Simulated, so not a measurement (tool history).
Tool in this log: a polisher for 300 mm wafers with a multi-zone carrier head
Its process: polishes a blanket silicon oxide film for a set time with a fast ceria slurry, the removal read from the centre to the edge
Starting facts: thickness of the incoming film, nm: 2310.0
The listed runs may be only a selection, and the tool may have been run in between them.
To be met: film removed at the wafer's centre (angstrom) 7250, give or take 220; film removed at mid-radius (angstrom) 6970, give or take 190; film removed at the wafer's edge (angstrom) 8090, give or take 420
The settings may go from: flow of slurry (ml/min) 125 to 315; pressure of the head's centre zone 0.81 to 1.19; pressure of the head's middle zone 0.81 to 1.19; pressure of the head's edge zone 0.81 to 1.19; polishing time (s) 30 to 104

run  hour  flow of slurry (ml/min)  pressure of the head's centre zone  pressure of the head's middle zone  pressure of the head's edge zone  polishing time (s)  film removed at the wafer's centre (angstrom)  film removed at mid-radius (angstrom)  film removed at the wafer's edge (angstrom)
  1     0                      205                                   1                                   1                                 1                  67                                         6843.5                                 7759.7                                       7737.3
  2   6.4                      205                                1.05                                   1                                 1                  67                                         7228.8                                 7746.2                                       7938.4
  3   8.7                      205                                1.05                                   1                                 1                  51                                         5533.6                                 5901.3                                       5803.6
  4  14.5                      205                                1.05                                   1                                 1                  35                                         3777.7                                 4043.8                                         3932
  5  18.9                      205                                1.05                                   1                              0.97                  35                                         3748.5                                 3997.4                                       3936.7
  6  22.4                      225                                1.05                                   1                              0.97                  35                                         3836.8                                 4095.7                                       4039.8
  7  23.7                      250                                1.05                                0.97                              1.03                  42                                         4686.2                                 4836.8                                       4914.2
     32.5  -- centre zone pressure recalibrated
  8  32.5                      255                                1.04                                0.94                              1.08                  48                                         5902.1                                 5394.6                                       5712.1
  9  34.2                      250                                0.97                                0.93                              1.11                  52                                         6046.2                                 5752.7                                       6576.2
 10  42.4                      250                                0.97                                0.94                              1.13                  54                                           6234                                 6036.6                                       6806.4
 11  48.1                      255                                0.96                                0.94                              1.15                  56                                         6425.2                                 6278.2                                       6946.2
 12  54.7                      200                                0.97                                0.92                              1.19                  69                                         7675.1                                 7379.9                                         8762
 13  55.7                      190                                0.98                                0.92                              1.17                  69                                         7746.3                                 7272.7                                       8486.9
 14  57.9                      145                                0.94                                0.91                              1.14                  69                                         6931.1                                 6983.2                                       8053.4

Exercise: of the 5 proposed moves below, exactly one satisfies all targets within the stated allowed misses. Which move is it?
  A  60.1                      135                                 0.9                                0.94                              1.14                  68                                              ?                                      ?                                            ?
  B  60.1                      125                                0.84                                0.88                                 1                  75                                              ?                                      ?                                            ?
  C  60.1                      145                                0.91                                0.94                              1.17                  69                                              ?                                      ?                                            ?
  D  60.1                      150                                0.96                                0.91                              1.13                  69                                              ?                                      ?                                            ?
  E  60.1                      155                                0.85                                0.89                              1.19                  70                                              ?                                      ?                                            ?

move  film removed at the wafer's centre (angstrom)  film removed at mid-radius (angstrom)  film removed at the wafer's edge (angstrom)
   A                                         6488.4                                 6955.1                                       7947.3
   B                                         6534.3                                 7132.9                                         8112
   C                                         6777.6                                   7169                                       8265.4
   D                                         7208.9                                 7025.8                                       8162.6
   E                                           6516                                 7047.2                                       8548.9
A: misses by more than the last run did
B: misses by more than the last run did
C: misses by more than the last run did
D: all results in spec
E: misses by more than the last run did
The move that meets every target is D.
